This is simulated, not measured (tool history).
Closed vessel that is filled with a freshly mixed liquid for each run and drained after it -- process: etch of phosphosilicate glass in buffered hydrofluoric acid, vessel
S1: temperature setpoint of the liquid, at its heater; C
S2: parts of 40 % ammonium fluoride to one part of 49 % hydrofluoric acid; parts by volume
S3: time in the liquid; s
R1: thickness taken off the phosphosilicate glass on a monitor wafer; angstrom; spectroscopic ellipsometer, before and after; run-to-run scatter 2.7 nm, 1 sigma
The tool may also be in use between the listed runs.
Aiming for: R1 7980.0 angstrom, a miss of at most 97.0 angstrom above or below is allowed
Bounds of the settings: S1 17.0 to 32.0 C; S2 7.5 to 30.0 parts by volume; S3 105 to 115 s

run 1 hour=0.0 | S1=25.0 S2=22.0 S3=105 | R1=5274.4
run 2 hour=4.8 | S1=25.0 S2=17.5 S3=105 | R1=6436.8
run 3 hour=12.3 | S1=26.0 S2=17.5 S3=105 | R1=6773.1
run 4 hour=17.2 | S1=24.0 S2=17.5 S3=105 | R1=6060.3
run 5 hour=22.5 | S1=24.0 S2=17.5 S3=115 | R1=6690.7
run 6 hour=28.5 | S1=24.5 S2=17.5 S3=115 | R1=6865.8
run 7 hour=31.1 | S1=25.0 S2=17.5 S3=115 | R1=7046.1
run 8 hour=33.6 | S1=25.5 S2=17.5 S3=115 | R1=7223.9
run 9 hour=34.5 | S1=26.0 S2=17.5 S3=115 | R1=7392.9
run 10 hour=43.5 | S1=26.5 S2=17.5 S3=115 | R1=7628.0
run 11 hour=51.1 | S1=27.0 S2=17.5 S3=115 | R1=7812.1

5 next moves are on the table. One of them brings every result within its allowed miss. Which?
run A hour=58.7 | S1=26.5 S2=17.0 S3=110 | R1=?
run B hour=58.7 | S1=24.5 S2=15.0 S3=115 | R1=?
run C hour=58.7 | S1=26.5 S2=15.5 S3=110 | R1=?
run D hour=58.7 | S1=27.0 S2=17.0 S3=110 | R1=?
run E hour=58.7 | S1=24.5 S2=15.5 S3=115 | R1=?

move=A R1=7490.1
move=B R1=7947.3
move=C R1=8202.0
move=D R1=7694.0
move=E R1=7695.3
A: further off than the last run
B: all results in spec
C: carries the result that was furthest off beyond its target, to the other side
D: further off than the last run
E: further off than the last run
So the answer is move B, the one that meets all the targets.
